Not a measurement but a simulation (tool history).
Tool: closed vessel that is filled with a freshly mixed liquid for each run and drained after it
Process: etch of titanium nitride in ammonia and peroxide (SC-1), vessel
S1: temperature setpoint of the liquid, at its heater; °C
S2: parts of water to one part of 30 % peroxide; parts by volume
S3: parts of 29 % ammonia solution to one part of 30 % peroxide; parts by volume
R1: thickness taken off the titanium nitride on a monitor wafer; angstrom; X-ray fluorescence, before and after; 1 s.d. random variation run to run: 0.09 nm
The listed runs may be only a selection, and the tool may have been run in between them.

run 1 hour=0 | S1=60 S2=8.5 S3=0.65 time_in_the_liquid_(s)=95 | R1=197.01
run 2 hour=5.9 | S1=60.5 S2=8.5 S3=0.65 time_in_the_liquid_(s)=95 | R1=202.74
run 3 hour=8.6 | S1=60.5 S2=8.5 S3=0.65 time_in_the_liquid_(s)=100 | R1=213.81
run 4 hour=11.2 | S1=62 S2=8.5 S3=0.65 time_in_the_liquid_(s)=100 | R1=235.79
run 5 hour=15.5 | S1=62 S2=7.5 S3=0.65 time_in_the_liquid_(s)=100 | R1=252.03
run 6 hour=23.1 | S1=62 S2=5 S3=0.65 time_in_the_liquid_(s)=100 | R1=302.98
run 7 hour=28.5 | S1=61.5 S2=5 S3=0.65 time_in_the_liquid_(s)=100 | R1=295.55
run 8 hour=35.3 | S1=61 S2=5 S3=0.65 time_in_the_liquid_(s)=100 | R1=286.52

Run 9 comes next. What will it give?
run 9 hour=44.5 | S1=60.5 S2=5 S3=0.65 time_in_the_liquid_(s)=100 | R1=?

Run 9 gave R1 273.99 angstrom.
